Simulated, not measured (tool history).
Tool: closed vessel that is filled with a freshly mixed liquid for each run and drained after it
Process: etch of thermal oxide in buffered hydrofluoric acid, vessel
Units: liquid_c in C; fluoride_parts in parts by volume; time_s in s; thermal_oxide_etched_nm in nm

run  hour  liquid_c  fluoride_parts  time_s  thermal_oxide_etched_nm
  1   0.0      20.0            22.5      85                   36.172
  2   2.9      20.0            18.0      85                   43.962
  3   7.5      20.0            14.0      85                   55.944
  4  16.4      20.0            14.0      95                   62.698
  5  18.9      17.0            14.0      95                   52.616
  6  19.9      17.0            14.0      95                   52.913

Forecast run 7:
  7  28.4      17.5            14.0      95                        ?

Run 7 gave thermal_oxide_etched_nm 54.443 nm.

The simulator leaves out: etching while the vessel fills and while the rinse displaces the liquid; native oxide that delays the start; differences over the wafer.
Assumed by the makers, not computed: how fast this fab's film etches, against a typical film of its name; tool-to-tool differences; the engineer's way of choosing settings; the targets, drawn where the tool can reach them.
